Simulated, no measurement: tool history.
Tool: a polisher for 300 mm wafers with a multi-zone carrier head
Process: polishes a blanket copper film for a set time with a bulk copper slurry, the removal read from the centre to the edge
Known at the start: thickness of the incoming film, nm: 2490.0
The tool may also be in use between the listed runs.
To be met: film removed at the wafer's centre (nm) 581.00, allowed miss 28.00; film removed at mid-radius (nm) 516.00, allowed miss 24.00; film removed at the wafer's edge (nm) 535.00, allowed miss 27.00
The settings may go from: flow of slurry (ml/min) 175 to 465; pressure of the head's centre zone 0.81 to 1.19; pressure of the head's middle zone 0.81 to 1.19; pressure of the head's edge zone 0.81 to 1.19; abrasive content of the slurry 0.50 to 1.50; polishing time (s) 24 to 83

run,hour,flow of slurry (ml/min),pressure of the head's centre zone,pressure of the head's middle zone,pressure of the head's edge zone,abrasive content of the slurry,polishing time (s),film removed at the wafer's centre (nm),film removed at mid-radius (nm),film removed at the wafer's edge (nm)
1,0.0,295,1.00,1.00,1.00,1.00,53,454.15,454.85,443.19
2,1.3,295,1.03,1.00,1.02,1.10,54,478.68,452.05,460.91
3,6.8,295,1.08,1.00,1.02,1.10,54,488.43,456.77,469.11
4,9.5,295,1.05,1.00,1.02,1.10,54,486.44,463.14,462.20
5,17.9,295,1.05,1.00,0.97,1.10,54,479.40,476.39,452.35
6,24.2,300,1.07,1.00,0.99,1.15,55,509.49,475.89,467.86
7,27.8,300,1.08,1.01,1.01,1.20,56,516.28,494.67,487.53
8,36.4,305,1.10,1.01,1.02,1.25,57,553.56,510.07,493.83

4 next moves are on the table. One of them brings every result within its allowed miss. Which?
A,45.0,295,1.11,1.00,1.07,1.25,60,?,?,?
B,45.0,385,1.18,1.06,0.85,1.50,51,?,?,?
C,45.0,275,1.04,0.98,1.11,1.15,59,?,?,?
D,45.0,310,1.01,1.04,1.08,0.85,63,?,?,?

move,film removed at the wafer's centre (nm),film removed at mid-radius (nm),film removed at the wafer's edge (nm)
A,578.12,530.52,534.77
B,548.04,491.13,425.92
C,524.30,505.90,526.67
D,526.73,541.73,534.33
A: meets every target
B: further off than the last run
C: brings the result that was furthest off to its target, and leaves another outside
D: brings the result that was furthest off to its target, and leaves another outside
Answer: A
